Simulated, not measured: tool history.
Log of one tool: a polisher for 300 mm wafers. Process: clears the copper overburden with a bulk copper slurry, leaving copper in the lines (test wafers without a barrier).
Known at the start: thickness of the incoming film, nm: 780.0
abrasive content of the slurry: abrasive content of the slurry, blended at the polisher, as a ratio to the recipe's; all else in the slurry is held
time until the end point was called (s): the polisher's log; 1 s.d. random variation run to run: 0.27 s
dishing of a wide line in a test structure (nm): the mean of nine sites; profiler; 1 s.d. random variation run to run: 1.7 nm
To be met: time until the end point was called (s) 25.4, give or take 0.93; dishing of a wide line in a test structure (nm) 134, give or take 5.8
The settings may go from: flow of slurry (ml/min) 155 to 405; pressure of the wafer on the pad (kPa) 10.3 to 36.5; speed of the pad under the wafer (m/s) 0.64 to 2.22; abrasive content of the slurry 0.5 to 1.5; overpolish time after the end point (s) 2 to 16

run    day  flow of slurry (ml/min)  pressure of the wafer on the pad (kPa)  speed of the pad under the wafer (m/s)  abrasive content of the slurry  overpolish time after the end point (s)  time until the end point was called (s)  dishing of a wide line in a test structure (nm)
  1      0                      260                                    23.4                                    1.42                               1                                        8                                   43.487                                           91.032
  2  0.067                      260                                    26.2                                    1.42                               1                                        8                                   39.899                                           98.399
  3  0.296                      260                                    26.2                                    1.74                               1                                        8                                   33.672                                           109.46
  4  0.408                      260                                    27.6                                    1.74                               1                                        8                                   32.118                                           115.99
  5  0.654                      260                                    24.8                                    1.74                               1                                        8                                   35.441                                           103.99
  6  0.817                      260                                    26.9                                    1.76                               1                                        8                                   32.707                                           112.01
  7  1.079                      260                                    26.9                                    1.76                               1                                        8                                   32.528                                           112.24
  8  1.292                      260                                    28.3                                    1.76                               1                                        8                                   31.077                                           114.88
  9  1.429                      265                                    33.8                                    1.78                               1                                        8                                   26.422                                           131.91
 10  1.604                      265                                    33.8                                    1.78                               1                                        8                                   26.899                                           132.72

Which one of the following 4 next-run settings gets every result inside its allowed miss? There is exactly one.
  A  1.779                      260                                    34.5                                    1.58                            1.05                                        8                                        ?                                                ?
  B  1.779                      240                                    33.8                                    1.76                             1.2                                        7                                        ?                                                ?
  C  1.779                      305                                    33.1                                    1.98                            0.85                                        8                                        ?                                                ?
  D  1.779                      280                                    35.9                                    1.62                            0.95                                        8                                        ?                                                ?

move  time until the end point was called (s)  dishing of a wide line in a test structure (nm)
   A                                   27.989                                           127.45
   B                                    25.62                                            123.6
   C                                   25.169                                           135.08
   D                                   26.937                                           131.14
A: moves away from the targets compared with the last run
B: brings the last run's worst result on target, with another outside its allowed miss
C: hits every target within its allowed miss
D: roughly where the last run was
Go with C: it meets all targets.
